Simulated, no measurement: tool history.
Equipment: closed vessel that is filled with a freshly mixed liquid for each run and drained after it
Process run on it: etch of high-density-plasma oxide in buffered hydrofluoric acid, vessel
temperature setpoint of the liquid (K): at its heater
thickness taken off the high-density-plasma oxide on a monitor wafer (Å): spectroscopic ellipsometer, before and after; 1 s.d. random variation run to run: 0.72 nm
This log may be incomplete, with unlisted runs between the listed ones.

run,hour,temperature setpoint of the liquid (K),parts of 40 % ammonium fluoride to one part of 49 % hydrofluoric acid (parts by volume),time in the liquid (s),thickness taken off the high-density-plasma oxide on a monitor wafer (Å)
1,0.0,298.15,10.0,90,1109.8
2,1.4,298.15,10.0,100,1234.0
3,10.1,297.15,10.0,100,1160.0
4,13.7,296.65,10.0,100,1125.8
5,18.4,296.65,10.0,100,1122.0
6,25.3,296.15,10.0,100,1099.1
7,29.9,295.65,10.0,100,1081.5

Estimate the outcome of run 8 from the log above:
8,32.7,295.15,10.0,100,?

thickness taken off the high-density-plasma oxide on a monitor wafer (Å): 1034.8
